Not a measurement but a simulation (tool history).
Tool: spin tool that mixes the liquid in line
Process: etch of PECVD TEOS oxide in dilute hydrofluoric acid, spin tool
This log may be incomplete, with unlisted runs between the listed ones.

run,hour,temperature setpoint of the liquid (°C),parts of water to one part of 49 % hydrofluoric acid (parts by volume),time under the liquid (s),thickness taken off the PECVD TEOS oxide on a monitor wafer (nm)
1,0.0,21.0,250,270,11.6340
2,2.9,21.0,335,270,8.0352
3,4.4,21.0,335,290,8.5340
4,12.8,22.5,335,290,8.9210
5,16.4,22.5,335,290,9.1320
6,20.4,22.5,275,290,11.8180

Estimate the outcome of run 7 from the log above:
7,28.1,23.5,275,290,?

Run 7 came out at thickness taken off the PECVD TEOS oxide on a monitor wafer (nm) 12.1840.

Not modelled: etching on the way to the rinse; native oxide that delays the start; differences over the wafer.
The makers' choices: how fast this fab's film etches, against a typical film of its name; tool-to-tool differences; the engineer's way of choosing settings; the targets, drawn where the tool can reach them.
